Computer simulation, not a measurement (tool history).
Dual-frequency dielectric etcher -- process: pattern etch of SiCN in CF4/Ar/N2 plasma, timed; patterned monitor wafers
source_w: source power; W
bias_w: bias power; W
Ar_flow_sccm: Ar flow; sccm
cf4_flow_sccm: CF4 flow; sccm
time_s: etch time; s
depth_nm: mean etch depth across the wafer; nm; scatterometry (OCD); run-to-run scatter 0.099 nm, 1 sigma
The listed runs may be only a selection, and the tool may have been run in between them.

| run | hour | source_w | bias_w | Ar_flow_sccm | cf4_flow_sccm | time_s | depth_nm |
|---|---|---|---|---|---|---|---|
| 1 | 0 | 490 | 81 | 130 | 70 | 44 | 35.414 |
| 2 | 6.3 | 490 | 81 | 141 | 70 | 44 | 34.913 |
| 3 | 14.4 | 490 | 81 | 141 | 70 | 40 | 31.645 |
| 4 | 18.9 | 460 | 80 | 141 | 70 | 40 | 29.437 |
| 5 | 22.6 | 520 | 80 | 141 | 70 | 40 | 33.463 |
| 6 | 29.9 | 550 | 80 | 141 | 70 | 40 | 35.433 |
| 7 | 37.5 | 510 | 79 | 141 | 70 | 40 | 32.32 |
| 8 | 42 | 480 | 78 | 141 | 70 | 40 | 30.185 |
| 9 | 47.6 | 380 | 75 | 142 | 70 | 40 | 23.22 |
| 10 | 51.9 | 380 | 75 | 142 | 70 | 40 | 22.862 |
| 11 | 59.3 | 390 | 75 | 142 | 70 | 40 | 23.791 |

Run 12 comes next. What will it give?
| 12 | 63 | 400 | 75 | 142 | 70 | 40 | ? |

depth_nm: 24.392 nm
